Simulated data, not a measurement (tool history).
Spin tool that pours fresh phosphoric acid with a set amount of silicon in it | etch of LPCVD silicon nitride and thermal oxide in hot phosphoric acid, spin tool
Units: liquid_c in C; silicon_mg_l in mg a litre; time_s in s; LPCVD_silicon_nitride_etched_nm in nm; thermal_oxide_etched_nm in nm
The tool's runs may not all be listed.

run  hour  liquid_c  silicon_mg_l  time_s  LPCVD_silicon_nitride_etched_nm  thermal_oxide_etched_nm
  1     0       159            21     180                           15.503                  0.35601
  2   3.6     158.5            27     140                           11.765                  0.23719
  3   5.1     160.5            27     140                           12.653                  0.22064
  4  13.5     159.5          32.5     110                           9.6492                  0.13803
  5  21.1       159            35      90                           7.6345                 0.077638
  6  27.2     158.5          34.5      80                           6.7118                 0.078637
  7  35.6     156.5          43.5      50                           3.9165                 0.020066
  8  36.6       159          38.5      40                           3.4023                 0.043743
  9  44.3       159          38.5      50                           4.2957                 0.041847
 10  50.7       160            39      50                           4.4003                 0.050504
 11  57.4       160            39      55                           4.8843                 0.058815

The next listed run, before its measurement:
 12  66.3       160          40.5      55                                ?                        ?

LPCVD_silicon_nitride_etched_nm: 4.872 nm
thermal_oxide_etched_nm: 0.047555 nm
